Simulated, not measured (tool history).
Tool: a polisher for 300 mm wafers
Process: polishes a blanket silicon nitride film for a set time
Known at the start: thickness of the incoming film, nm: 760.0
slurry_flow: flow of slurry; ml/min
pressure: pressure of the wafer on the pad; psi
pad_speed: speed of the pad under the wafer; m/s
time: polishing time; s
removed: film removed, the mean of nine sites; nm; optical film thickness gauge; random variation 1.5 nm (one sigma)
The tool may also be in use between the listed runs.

run    day  slurry_flow  pressure  pad_speed  time  removed
  1  0.000          300       3.4       1.04    97   137.03
  2  0.183          300       3.5       1.04    97   140.24
  3  0.354          300       3.5       1.04   101   148.90
  4  0.479          300       3.5       1.04    97   140.61
  5  0.821          300       4.3       1.04    97   170.69
  6  0.883          355       4.3       1.04    97   172.01

Forecast run 7:
  7  0.929          355       4.2       1.04    97        ?

removed: 172.14 nm
